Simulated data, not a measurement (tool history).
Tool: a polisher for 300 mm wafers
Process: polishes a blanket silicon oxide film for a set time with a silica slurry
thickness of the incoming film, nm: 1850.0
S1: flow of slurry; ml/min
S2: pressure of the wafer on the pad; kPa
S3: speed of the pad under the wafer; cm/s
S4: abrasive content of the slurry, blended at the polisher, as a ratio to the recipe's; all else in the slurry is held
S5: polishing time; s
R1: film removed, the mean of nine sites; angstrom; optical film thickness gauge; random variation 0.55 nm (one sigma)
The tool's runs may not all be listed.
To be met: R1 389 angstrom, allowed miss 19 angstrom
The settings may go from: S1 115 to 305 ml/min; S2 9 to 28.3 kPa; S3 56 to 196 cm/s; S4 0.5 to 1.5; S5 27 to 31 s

run	day	S1	S2	S3	S4	S5	R1
1	0	195	18.6	126	1	31	616.84
2	0.075	195	18.6	126	1.15	31	681.67
3	0.25	235	18.6	126	1.15	31	690.66
4	0.462	235	17.9	124	1.15	31	685.58
5	0.554	230	17.2	122	1.15	31	649.23
6	0.592	230	16.5	120	1.15	31	599.63
7	0.688	230	15.9	120	1.15	31	579.49
8	0.717	230	11	114	1.15	31	417.65

Which of these 5 next moves meets every target?
A	0.746	235	13.1	116	1.1	30	?
B	0.746	270	11	108	1.05	31	?
C	0.746	210	10.3	88	1.25	31	?
D	0.746	230	11	120	1.35	29	?
E	0.746	225	13.1	124	1.1	31	?

move	R1
A	456.94
B	386.95
C	344.15
D	439.29
E	492.17
A: further off than the last run
B: meets every target
C: takes the result that was furthest off past its target
D: further off than the last run
E: further off than the last run
Move B is the one to make.

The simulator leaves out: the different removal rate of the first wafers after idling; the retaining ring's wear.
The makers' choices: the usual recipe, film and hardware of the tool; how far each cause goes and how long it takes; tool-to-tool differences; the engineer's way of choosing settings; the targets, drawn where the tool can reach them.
